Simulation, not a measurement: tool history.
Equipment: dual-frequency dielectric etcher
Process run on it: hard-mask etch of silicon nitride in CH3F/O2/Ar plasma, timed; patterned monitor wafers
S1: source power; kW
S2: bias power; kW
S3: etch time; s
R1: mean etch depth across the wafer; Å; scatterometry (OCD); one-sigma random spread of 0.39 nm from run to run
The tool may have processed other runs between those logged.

{"run": 1, "hour": 0.0, "S1": 0.44, "S2": 0.052, "S3": 201.5, "R1": 1353.6}
{"run": 2, "hour": 4.6, "S1": 0.44, "S2": 0.056, "S3": 201.5, "R1": 1399.5}
{"run": 3, "hour": 11.4, "S1": 0.44, "S2": 0.05, "S3": 201.5, "R1": 1331.5}
{"run": 4, "hour": 19.1, "S1": 0.47, "S2": 0.051, "S3": 201.5, "R1": 1369.7}
{"run": 5, "hour": 23.5, "S1": 0.47, "S2": 0.051, "S3": 209.5, "R1": 1429.1}
{"run": 6, "hour": 32.0, "S1": 0.47, "S2": 0.051, "S3": 201.5, "R1": 1372.1}
{"run": 7, "hour": 36.0, "S1": 0.56, "S2": 0.06, "S3": 203.5, "R1": 1583.3}

Expected results for the next run?
{"run": 8, "hour": 39.8, "S1": 0.57, "S2": 0.06, "S3": 203.5, "R1": "?"}

Run 8 produced R1 1584.8 Å.
